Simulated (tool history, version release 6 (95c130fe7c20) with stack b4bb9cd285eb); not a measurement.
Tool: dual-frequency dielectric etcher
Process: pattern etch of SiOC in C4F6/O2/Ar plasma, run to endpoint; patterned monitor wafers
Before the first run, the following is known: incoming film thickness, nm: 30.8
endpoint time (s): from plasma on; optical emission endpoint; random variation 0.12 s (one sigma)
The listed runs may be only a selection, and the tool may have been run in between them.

{"run": 1, "hour": 0.0, "bias power (kW)": 0.426, "source power (kW)": 0.4, "endpoint time (s)": 11.001}
{"run": 2, "hour": 8.6, "bias power (kW)": 0.36, "source power (kW)": 0.4, "endpoint time (s)": 11.46}
{"run": 3, "hour": 15.3, "bias power (kW)": 0.33, "source power (kW)": 0.4, "endpoint time (s)": 11.849}
{"run": 4, "hour": 21.6, "bias power (kW)": 0.33, "source power (kW)": 0.45, "endpoint time (s)": 11.39}
{"run": 5, "hour": 28.6, "bias power (kW)": 0.312, "source power (kW)": 0.4, "endpoint time (s)": 12.012}
{"run": 6, "hour": 29.4, "bias power (kW)": 0.299, "source power (kW)": 0.37, "endpoint time (s)": 12.54}

Estimate the outcome of run 7 from the log above:
{"run": 7, "hour": 32.7, "bias power (kW)": 0.289, "source power (kW)": 0.35, "endpoint time (s)": "?"}

{"run 7": {"endpoint time (s)": 12.84}}
